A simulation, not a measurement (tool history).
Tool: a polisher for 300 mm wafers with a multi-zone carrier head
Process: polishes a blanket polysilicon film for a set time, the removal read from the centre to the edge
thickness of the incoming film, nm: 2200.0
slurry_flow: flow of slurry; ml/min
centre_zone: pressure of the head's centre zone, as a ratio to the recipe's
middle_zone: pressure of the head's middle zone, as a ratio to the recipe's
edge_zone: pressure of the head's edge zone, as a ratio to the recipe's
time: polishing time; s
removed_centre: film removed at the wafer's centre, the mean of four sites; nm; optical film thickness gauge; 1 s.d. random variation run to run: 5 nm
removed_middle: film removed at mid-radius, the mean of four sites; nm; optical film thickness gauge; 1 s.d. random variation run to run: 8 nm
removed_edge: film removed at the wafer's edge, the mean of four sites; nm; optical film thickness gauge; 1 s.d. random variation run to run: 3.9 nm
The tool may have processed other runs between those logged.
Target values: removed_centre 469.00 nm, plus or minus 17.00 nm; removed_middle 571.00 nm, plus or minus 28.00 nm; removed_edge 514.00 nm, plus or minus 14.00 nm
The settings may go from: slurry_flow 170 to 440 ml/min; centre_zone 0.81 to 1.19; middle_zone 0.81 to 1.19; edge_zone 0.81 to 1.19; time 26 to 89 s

run  hour  slurry_flow  centre_zone  middle_zone  edge_zone  time  removed_centre  removed_middle  removed_edge
  1   0.0          280         1.00         1.00       1.00    57          338.49          371.95        384.69
  2   5.2          290         1.01         1.04       1.01    60          365.63          410.04        407.15
  3   6.6          290         1.01         1.04       1.01    51          310.99          345.05        337.12
  4  12.3          290         1.01         1.04       1.01    41          248.90          277.31        278.96
  5  18.8          290         1.01         1.06       1.03    47          284.28          331.09        319.30
     20.2  -- centre zone pressure recalibrated
  6  20.2          290         1.01         1.06       1.03    54          367.78          382.75        368.01
  7  23.4          370         0.91         1.16       1.13    69          430.48          523.64        490.37
  8  26.4          370         0.91         1.17       1.13    70          437.60          539.93        502.32

Exactly one of the 5 candidate moves below puts every result within its allowed miss. Which one?
  A  29.4          375         1.03         1.12       1.10    70               ?               ?             ?
  B  29.4          325         0.93         1.17       1.07    74               ?               ?             ?
  C  29.4          330         0.87         1.17       1.12    72               ?               ?             ?
  D  29.4          365         0.99         1.12       1.11    69               ?               ?             ?
  E  29.4          400         0.85         1.19       1.08    71               ?               ?             ?

move  removed_centre  removed_middle  removed_edge
   A          486.84          523.15        494.66
   B          465.81          567.06        512.03
   C          428.61          552.49        509.01
   D          462.65          514.79        488.88
   E          420.74          560.00        498.87
A: carries the result that was furthest off beyond its target, to the other side
B: all results in spec
C: misses by more than the last run did
D: gets the furthest-off result to its target, but another result is out of tolerance
E: misses by more than the last run did
So the answer is move B, the one that meets all the targets.
